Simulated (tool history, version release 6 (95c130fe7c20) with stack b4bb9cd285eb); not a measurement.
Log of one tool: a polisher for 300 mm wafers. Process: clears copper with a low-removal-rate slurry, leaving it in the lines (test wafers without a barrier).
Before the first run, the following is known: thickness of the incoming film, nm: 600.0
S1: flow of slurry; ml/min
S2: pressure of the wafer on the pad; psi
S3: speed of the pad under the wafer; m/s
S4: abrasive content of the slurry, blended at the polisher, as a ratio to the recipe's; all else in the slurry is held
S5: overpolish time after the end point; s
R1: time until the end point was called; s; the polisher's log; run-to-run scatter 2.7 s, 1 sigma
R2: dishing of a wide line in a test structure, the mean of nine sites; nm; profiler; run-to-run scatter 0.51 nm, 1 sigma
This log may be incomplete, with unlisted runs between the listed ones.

run  hour   S1   S2    S3   S4  S5      R1      R2
  1   0.0  305  4.1  1.40  1.0  25  106.88  43.158
  2   2.3  305  4.1  1.40  1.0  36  107.81  45.752
  3   3.6  305  3.7  1.40  1.0  36  116.57  43.684
  4   6.9  305  3.4  1.40  1.0  32  125.92  41.959
  5  15.7  305  3.1  1.42  1.0  28  135.85  40.036
  6  17.3  305  3.1  1.42  0.8  28  141.01  40.022
  7  21.4  305  2.9  1.44  0.9  25  141.55  36.746
  8  29.7  305  2.8  1.44  0.9  24  148.06  36.008
  9  38.7  305  2.7  1.44  0.9  23  156.38  34.652
 10  44.0  305  2.7  1.44  0.9  22  163.34  33.990

Expected results for the next run?
 11  51.5  305  2.7  1.44  0.9  21   ?   ?

Run 11 came out at R1 160.77 s, R2 33.577 nm.
